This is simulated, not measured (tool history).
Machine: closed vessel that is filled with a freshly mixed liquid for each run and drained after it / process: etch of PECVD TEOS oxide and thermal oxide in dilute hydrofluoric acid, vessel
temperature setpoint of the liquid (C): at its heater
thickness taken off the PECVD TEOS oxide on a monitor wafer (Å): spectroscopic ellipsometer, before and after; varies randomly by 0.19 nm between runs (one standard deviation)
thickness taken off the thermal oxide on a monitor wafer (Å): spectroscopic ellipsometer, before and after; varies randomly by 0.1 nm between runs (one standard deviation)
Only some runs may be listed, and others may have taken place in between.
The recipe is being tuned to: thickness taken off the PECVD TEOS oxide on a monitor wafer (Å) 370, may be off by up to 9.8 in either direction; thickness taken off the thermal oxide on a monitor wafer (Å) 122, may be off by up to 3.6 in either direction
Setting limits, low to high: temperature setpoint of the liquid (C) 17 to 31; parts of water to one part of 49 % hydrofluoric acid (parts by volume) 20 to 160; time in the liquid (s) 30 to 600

run,hour,temperature setpoint of the liquid (C),parts of water to one part of 49 % hydrofluoric acid (parts by volume),time in the liquid (s),thickness taken off the PECVD TEOS oxide on a monitor wafer (Å),thickness taken off the thermal oxide on a monitor wafer (Å)
1,0,23,90,305,457.3,152.76
2,8.7,21.5,90,305,428.96,143.16
3,11.5,21.5,65,305,615.12,202.65
4,18.3,21.5,65,395,792.06,264.67
5,23.8,23.5,65,395,872.26,282.2
6,25.9,23,80,395,672.29,224.47
7,29,22.5,90,390,572.2,188.71
8,30.3,21.5,95,390,519.07,170.88
9,37.8,20.5,100,390,471.22,155.32
10,45,19.5,100,390,453.26,150.32
11,51.5,19,100,390,446.84,146.48
12,55.8,18.5,100,390,437.85,140.17
13,63.1,18.5,105,390,408.76,136.05
14,66.6,18,105,390,403.75,132.88
15,72.5,17.5,105,390,393.7,128.05

Which of these 4 next moves meets every target?
A,78.4,17,115,410,?,?
B,78.4,20.5,115,335,?,?
C,78.4,17,120,465,?,?
D,78.4,17.5,90,335,?,?

move,thickness taken off the PECVD TEOS oxide on a monitor wafer (Å),thickness taken off the thermal oxide on a monitor wafer (Å)
A,368.43,121.23
B,347.67,114.4
C,398.42,131.1
D,403.19,132.67
A: every result lands within tolerance
B: pushes the last run's worst result past its target
C: its largest miss is bigger than the last run's
D: its largest miss is bigger than the last run's
Answer: A
